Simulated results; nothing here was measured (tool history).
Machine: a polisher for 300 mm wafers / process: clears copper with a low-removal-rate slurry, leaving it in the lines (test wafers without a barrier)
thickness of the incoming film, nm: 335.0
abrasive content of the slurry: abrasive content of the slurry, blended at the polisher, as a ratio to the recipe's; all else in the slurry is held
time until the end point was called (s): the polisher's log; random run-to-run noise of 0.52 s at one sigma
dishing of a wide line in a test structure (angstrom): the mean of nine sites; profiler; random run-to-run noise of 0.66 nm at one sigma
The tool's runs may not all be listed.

| run | day | flow of slurry (ml/min) | pressure of the wafer on the pad (kPa) | speed of the pad under the wafer (m/s) | abrasive content of the slurry | overpolish time after the end point (s) | time until the end point was called (s) | dishing of a wide line in a test structure (angstrom) |
|---|---|---|---|---|---|---|---|---|
| 1 | 0 | 125 | 21.4 | 1.4 | 1 | 15 | 67.089 | 459.91 |
| 2 | 0.162 | 125 | 21.4 | 1.4 | 1.1 | 15 | 65.481 | 467.85 |
| 3 | 0.496 | 125 | 21.4 | 1.12 | 1.1 | 15 | 79.742 | 395.4 |
| 4 | 0.838 | 125 | 26.2 | 1.12 | 1.1 | 15 | 68.818 | 454.19 |
| 5 | 1.154 | 110 | 26.2 | 1.12 | 1.1 | 15 | 71.076 | 444.15 |
| 6 | 1.388 | 110 | 26.2 | 0.92 | 1.1 | 15 | 83.573 | 377.12 |

Run 7 has not been measured yet. What should we expect?
| 7 | 1.746 | 110 | 26.2 | 0.92 | 1.1 | 15 | ? | ? |

{"run 7": {"time until the end point was called (s)": 84.911, "dishing of a wide line in a test structure (angstrom)": 386.77}}
